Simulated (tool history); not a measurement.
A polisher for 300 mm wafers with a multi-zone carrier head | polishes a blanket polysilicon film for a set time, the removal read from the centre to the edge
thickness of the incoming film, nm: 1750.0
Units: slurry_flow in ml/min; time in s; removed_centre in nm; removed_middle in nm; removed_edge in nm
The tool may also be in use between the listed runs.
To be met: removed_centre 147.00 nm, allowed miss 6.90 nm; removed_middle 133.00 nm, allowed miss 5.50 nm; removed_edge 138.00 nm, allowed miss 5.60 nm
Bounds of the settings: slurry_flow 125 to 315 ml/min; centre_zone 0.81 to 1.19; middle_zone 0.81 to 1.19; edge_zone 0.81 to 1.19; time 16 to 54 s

| run | day | slurry_flow | centre_zone | middle_zone | edge_zone | time | removed_centre | removed_middle | removed_edge |
|---|---|---|---|---|---|---|---|---|---|
| 1 | 0.000 | 205 | 1.00 | 1.00 | 1.00 | 35 | 204.31 | 204.96 | 199.06 |
| 2 | 0.029 | 225 | 1.00 | 1.00 | 1.00 | 35 | 207.26 | 203.73 | 204.71 |
| 3 | 0.054 | 215 | 1.00 | 0.97 | 0.97 | 32 | 193.04 | 179.28 | 184.12 |
| 4 | 0.254 | 215 | 1.00 | 1.02 | 0.97 | 32 | 191.48 | 186.30 | 185.66 |
| 5 | 0.592 | 200 | 0.99 | 1.00 | 0.94 | 30 | 174.79 | 173.31 | 168.53 |
| 6 | 0.721 | 195 | 0.98 | 0.96 | 0.92 | 29 | 164.28 | 161.71 | 162.66 |
| 7 | 0.896 | 190 | 0.99 | 0.94 | 0.90 | 28 | 161.41 | 155.34 | 153.49 |
| 8 | 1.208 | 190 | 0.99 | 0.91 | 0.89 | 27 | 154.22 | 144.10 | 142.42 |
| 9 | 1.517 | 190 | 0.99 | 0.91 | 0.89 | 27 | 156.59 | 145.92 | 145.35 |
| 10 | 1.788 | 185 | 0.98 | 0.89 | 0.89 | 27 | 152.38 | 139.89 | 148.16 |
| 11 | 2.062 | 180 | 0.98 | 0.88 | 0.88 | 27 | 152.85 | 139.97 | 143.88 |
| 12 | 2.121 | 175 | 0.98 | 0.87 | 0.87 | 27 | 154.95 | 136.46 | 145.95 |

5 next moves are on the table. One of them brings every result within its allowed miss. Which?
| A | 2.179 | 250 | 1.06 | 0.95 | 0.81 | 26 | ? | ? | ? |
| B | 2.179 | 185 | 0.81 | 0.81 | 0.93 | 27 | ? | ? | ? |
| C | 2.179 | 195 | 1.07 | 0.85 | 0.87 | 26 | ? | ? | ? |
| D | 2.179 | 170 | 0.99 | 0.88 | 0.87 | 26 | ? | ? | ? |
| E | 2.179 | 225 | 0.93 | 0.88 | 0.92 | 27 | ? | ? | ? |

| move | removed_centre | removed_middle | removed_edge |
|---|---|---|---|
| A | 167.20 | 147.24 | 139.09 |
| B | 125.87 | 131.33 | 148.95 |
| C | 162.14 | 131.62 | 139.97 |
| D | 145.88 | 131.56 | 137.42 |
| E | 149.79 | 143.11 | 151.49 |
A: brings the result that was furthest off to its target, and leaves another outside
B: further off than the last run
C: brings the result that was furthest off to its target, and leaves another outside
D: meets every target
E: further off than the last run
The right move is D.
